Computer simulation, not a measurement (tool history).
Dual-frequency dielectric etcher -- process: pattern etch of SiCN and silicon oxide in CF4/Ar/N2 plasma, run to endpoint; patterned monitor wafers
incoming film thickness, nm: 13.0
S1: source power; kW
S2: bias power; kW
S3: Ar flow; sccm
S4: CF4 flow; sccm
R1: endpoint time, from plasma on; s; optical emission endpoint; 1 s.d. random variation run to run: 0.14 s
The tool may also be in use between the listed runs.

run	hour	S1	S2	S3	S4	R1
1	0	0.49	0.08	97	61	15.132
2	6.7	0.49	0.074	97	61	15.746
3	11.3	0.47	0.074	97	61	16.499
4	16.9	0.47	0.082	97	61	16.003
5	17.5	0.46	0.082	97	61	16.326
6	23.9	0.46	0.092	97	61	15.374
7	28.9	0.44	0.092	97	61	15.864
8	37.6	0.42	0.092	97	61	16.524
9	40.4	0.41	0.092	97	61	17.138

Run 10 is up next; what results do you expect?
10	42.6	0.35	0.091	97	61	?

{"run 10": {"R1": 19.913}}
